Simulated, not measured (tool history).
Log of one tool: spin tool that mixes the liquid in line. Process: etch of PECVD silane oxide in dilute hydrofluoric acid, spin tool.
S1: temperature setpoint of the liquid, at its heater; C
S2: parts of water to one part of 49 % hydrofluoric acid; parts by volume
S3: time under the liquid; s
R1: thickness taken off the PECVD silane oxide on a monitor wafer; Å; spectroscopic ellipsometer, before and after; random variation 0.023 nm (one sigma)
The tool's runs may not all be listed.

Run 1, day 0.000: S1 22.0 C, S2 295 parts by volume, S3 20 s. Result: R1 23.858 Å.
Run 2, day 0.271: S1 23.5 C, S2 290 parts by volume, S3 20 s. Result: R1 25.960 Å.
Run 3, day 0.600: S1 24.5 C, S2 285 parts by volume, S3 20 s. Result: R1 27.555 Å.
Run 4, day 0.825: S1 27.5 C, S2 285 parts by volume, S3 20 s. Result: R1 30.849 Å.
Run 5, day 0.971: S1 28.0 C, S2 285 parts by volume, S3 20 s. Result: R1 31.079 Å.
Run 6, day 1.008: S1 28.0 C, S2 210 parts by volume, S3 20 s. Result: R1 45.782 Å.

Run 7 comes next. What will it give?
Run 7, day 1.221: S1 27.0 C, S2 210 parts by volume, S3 20 s. Result: R1 ?.

Run 7 gave R1 44.629 Å.
